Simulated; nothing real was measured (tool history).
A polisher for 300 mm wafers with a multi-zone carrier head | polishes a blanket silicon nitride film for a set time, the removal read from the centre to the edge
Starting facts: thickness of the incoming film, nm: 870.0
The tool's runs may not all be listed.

run  hour  flow of slurry (ml/min)  pressure of the head's centre zone  pressure of the head's middle zone  pressure of the head's edge zone  polishing time (s)  film removed at the wafer's centre (angstrom)  film removed at mid-radius (angstrom)  film removed at the wafer's edge (angstrom)
  1     0                      240                                   1                                   1                                 1                  45                                         539.96                                 554.47                                       530.37
  2   2.6                      240                                   1                                1.04                                 1                  45                                         540.07                                 573.48                                       522.34
  3   9.6                      240                                   1                                1.08                                 1                  45                                         538.43                                 586.39                                       530.65
  4  17.4                      240                                   1                                1.15                                 1                  45                                         535.53                                 619.42                                       529.88
  5  21.8                      240                                0.95                                1.15                                 1                  45                                         519.19                                 619.09                                       530.49
  6  25.9                      240                                0.95                                1.19                                 1                  45                                         513.45                                 634.42                                       528.79
  7  30.9                      235                                0.96                                1.15                              0.98                  45                                         528.38                                 612.63                                       525.81
  8  36.1                      235                                0.96                                1.15                              0.98                  45                                         516.43                                 609.82                                       531.59
  9  41.5                      240                                0.98                                1.13                              0.97                  44                                         514.68                                 590.87                                       511.85
 10  45.2                      235                                0.99                                1.11                              0.95                  44                                         520.51                                 584.61                                       500.92
 11    50                      230                                0.99                                1.08                              0.94                  44                                         518.24                                 577.74                                       497.84

What will run 12 give?
 12  53.2                      225                                0.99                                1.05                              0.93                  44                                              ?                                      ?                                            ?

Run 12 measured film removed at the wafer's centre (angstrom) 523.88, film removed at mid-radius (angstrom) 559.06, film removed at the wafer's edge (angstrom) 494.33.

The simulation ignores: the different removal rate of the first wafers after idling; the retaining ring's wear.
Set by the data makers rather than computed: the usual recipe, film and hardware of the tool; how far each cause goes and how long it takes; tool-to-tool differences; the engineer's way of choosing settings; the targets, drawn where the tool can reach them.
